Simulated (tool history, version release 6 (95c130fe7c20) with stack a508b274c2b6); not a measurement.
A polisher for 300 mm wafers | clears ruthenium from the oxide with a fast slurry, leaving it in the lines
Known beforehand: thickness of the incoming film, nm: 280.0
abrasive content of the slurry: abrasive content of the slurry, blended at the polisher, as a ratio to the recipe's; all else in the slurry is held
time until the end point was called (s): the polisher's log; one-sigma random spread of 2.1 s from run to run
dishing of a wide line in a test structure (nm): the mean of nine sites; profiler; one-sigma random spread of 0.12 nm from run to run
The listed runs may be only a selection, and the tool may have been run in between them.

run	hour	flow of slurry (ml/min)	pressure of the wafer on the pad (psi)	speed of the pad under the wafer (cm/s)	abrasive content of the slurry	overpolish time after the end point (s)	time until the end point was called (s)	dishing of a wide line in a test structure (nm)
1	0.0	295	2.5	90	1.0	8	104.410	20.0260
2	6.4	295	2.5	100	1.0	8	94.171	22.1450
3	11.3	295	2.5	100	1.0	5	91.522	14.1310
4	18.7	295	2.5	100	0.9	5	96.524	13.2040
# hour 19.8: slurry blender recalibrated
5	19.8	295	2.5	114	0.9	5	75.343	17.0200
6	28.7	295	2.3	114	0.9	5	81.695	15.9500
7	36.9	295	2.2	112	0.9	5	85.387	15.1120

Predict the results of run 8:
8	40.9	300	1.5	106	0.9	3	?	?

Run 8 produced time until the end point was called (s) 124.430, dishing of a wide line in a test structure (nm) 6.2524.
